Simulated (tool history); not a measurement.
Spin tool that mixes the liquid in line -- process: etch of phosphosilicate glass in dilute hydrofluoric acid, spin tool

| run | hour | temperature setpoint of the liquid (°C) | parts of water to one part of 49 % hydrofluoric acid (parts by volume) | time under the liquid (s) | thickness taken off the phosphosilicate glass on a monitor wafer (nm) |
|---|---|---|---|---|---|
| 1 | 0.0 | 25.0 | 300 | 150 | 28.090 |
| 2 | 1.6 | 24.0 | 300 | 150 | 26.871 |
| 3 | 2.6 | 23.5 | 300 | 150 | 26.471 |
| 4 | 4.1 | 23.0 | 300 | 150 | 25.561 |
|  | 8.0 | thermometer replaced |
| 5 | 8.0 | 22.5 | 300 | 150 | 24.392 |
| 6 | 14.5 | 22.0 | 300 | 150 | 24.229 |

For run 7, what comes out?
| 7 | 21.4 | 21.5 | 300 | 150 | ? |

{"run 7": {"thickness taken off the phosphosilicate glass on a monitor wafer (nm)": 23.149}}

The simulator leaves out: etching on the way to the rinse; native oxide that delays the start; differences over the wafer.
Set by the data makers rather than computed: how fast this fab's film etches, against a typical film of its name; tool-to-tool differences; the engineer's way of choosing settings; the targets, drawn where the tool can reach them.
